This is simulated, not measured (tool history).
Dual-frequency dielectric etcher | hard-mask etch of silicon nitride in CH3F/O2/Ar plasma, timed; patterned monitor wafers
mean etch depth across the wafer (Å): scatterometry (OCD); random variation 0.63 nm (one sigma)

| run | hour | source power (kW) | bias power (kW) | etch time (s) | mean etch depth across the wafer (Å) |
|---|---|---|---|---|---|
| 1 | 0 | 0.51 | 0.055 | 158.5 | 1049 |
| 2 | 3.9 | 0.51 | 0.062 | 158.5 | 1087.5 |
| 3 | 7.8 | 0.51 | 0.053 | 158.5 | 1039.1 |
| 4 | 8.9 | 0.5 | 0.053 | 158.5 | 1031.3 |
| 5 | 16.5 | 0.5 | 0.053 | 166 | 1080.6 |
| 6 | 17.9 | 0.49 | 0.053 | 166 | 1077.9 |

Run 7, settings as shown, results not yet in. Your forecast:
| 7 | 18.5 | 0.48 | 0.053 | 166 | ? |

mean etch depth across the wafer (Å): 1076.5

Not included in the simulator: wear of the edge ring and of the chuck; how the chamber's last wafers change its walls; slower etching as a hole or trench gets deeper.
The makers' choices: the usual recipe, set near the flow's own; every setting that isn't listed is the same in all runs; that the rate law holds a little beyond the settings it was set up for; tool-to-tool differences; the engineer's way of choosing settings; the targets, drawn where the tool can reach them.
